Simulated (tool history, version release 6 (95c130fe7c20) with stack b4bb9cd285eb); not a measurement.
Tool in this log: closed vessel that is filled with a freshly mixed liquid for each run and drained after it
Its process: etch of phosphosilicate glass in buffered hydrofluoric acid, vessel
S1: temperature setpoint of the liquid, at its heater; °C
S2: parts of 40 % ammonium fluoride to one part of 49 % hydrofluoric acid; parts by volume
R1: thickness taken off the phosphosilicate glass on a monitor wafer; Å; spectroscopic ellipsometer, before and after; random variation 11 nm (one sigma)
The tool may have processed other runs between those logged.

Run 1, hour 0: S1 25 °C, S2 7 parts by volume, time in the liquid (s) 90. Result: R1 10490 Å.
Run 2, hour 7: S1 25 °C, S2 5 parts by volume, time in the liquid (s) 90. Result: R1 14014 Å.
Run 3, hour 15.5: S1 25 °C, S2 5 parts by volume, time in the liquid (s) 95. Result: R1 14741 Å.
Run 4, hour 19.2: S1 26 °C, S2 5 parts by volume, time in the liquid (s) 95. Result: R1 15580 Å.
Run 5, hour 24: S1 25 °C, S2 5 parts by volume, time in the liquid (s) 95. Result: R1 14629 Å.
Run 6, hour 29.6: S1 25 °C, S2 6 parts by volume, time in the liquid (s) 95. Result: R1 12633 Å.
Run 7, hour 35.6: S1 26.5 °C, S2 6 parts by volume, time in the liquid (s) 95. Result: R1 13620 Å.

Run 8 is up next; what results do you expect?
Run 8, hour 39.3: S1 28 °C, S2 6 parts by volume, time in the liquid (s) 95. Result: R1 ?.

Run 8 measured R1 14920 Å.

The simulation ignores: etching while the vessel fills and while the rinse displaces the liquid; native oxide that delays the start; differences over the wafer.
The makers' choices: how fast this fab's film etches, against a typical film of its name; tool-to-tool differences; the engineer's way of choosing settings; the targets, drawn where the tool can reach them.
